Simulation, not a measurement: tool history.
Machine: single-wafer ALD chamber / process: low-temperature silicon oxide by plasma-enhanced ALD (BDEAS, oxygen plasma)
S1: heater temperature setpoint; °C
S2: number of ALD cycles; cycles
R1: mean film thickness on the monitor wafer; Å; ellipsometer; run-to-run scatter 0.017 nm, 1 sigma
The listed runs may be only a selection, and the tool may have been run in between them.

run 1 hour=0 | S1=105 S2=37 | R1=48.898
run 2 hour=8.7 | S1=95 S2=37 | R1=50.565
run 3 hour=10.5 | S1=98 S2=36 | R1=48.064
run 4 hour=18.2 | S1=98 S2=40 | R1=54.004
run 5 hour=26.5 | S1=101 S2=39 | R1=51.792
run 6 hour=32.1 | S1=97 S2=39 | R1=52.91
run 7 hour=36 | S1=100 S2=38 | R1=50.874
run 8 hour=41.2 | S1=103 S2=37 | R1=49.381
run 9 hour=42.6 | S1=104 S2=36 | R1=47.669

Run 10 has not been measured yet. What should we expect?
run 10 hour=46.9 | S1=106 S2=36 | R1=?

For run 10 the tool returned R1 47.373 Å.

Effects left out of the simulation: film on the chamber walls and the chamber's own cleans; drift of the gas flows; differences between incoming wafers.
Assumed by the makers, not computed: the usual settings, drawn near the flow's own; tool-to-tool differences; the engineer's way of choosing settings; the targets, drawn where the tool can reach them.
